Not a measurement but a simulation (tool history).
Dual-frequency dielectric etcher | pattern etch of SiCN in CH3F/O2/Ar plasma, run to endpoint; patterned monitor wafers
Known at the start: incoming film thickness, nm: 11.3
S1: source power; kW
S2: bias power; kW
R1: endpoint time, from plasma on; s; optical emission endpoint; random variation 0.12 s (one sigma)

run  hour     S1     S2      R1
  1   0.0  0.380  0.065  31.278
  2   6.0  0.380  0.074  29.703
  3  14.8  0.360  0.073  30.303
  4  22.8  0.290  0.073  31.834
  5  25.0  0.290  0.065  33.116
  6  33.6  0.280  0.064  33.799
  7  38.9  0.280  0.064  33.547
  8  41.5  0.270  0.063  33.953

Forecast run 9:
  9  44.4  0.260  0.062   ?

R1: 34.436 s
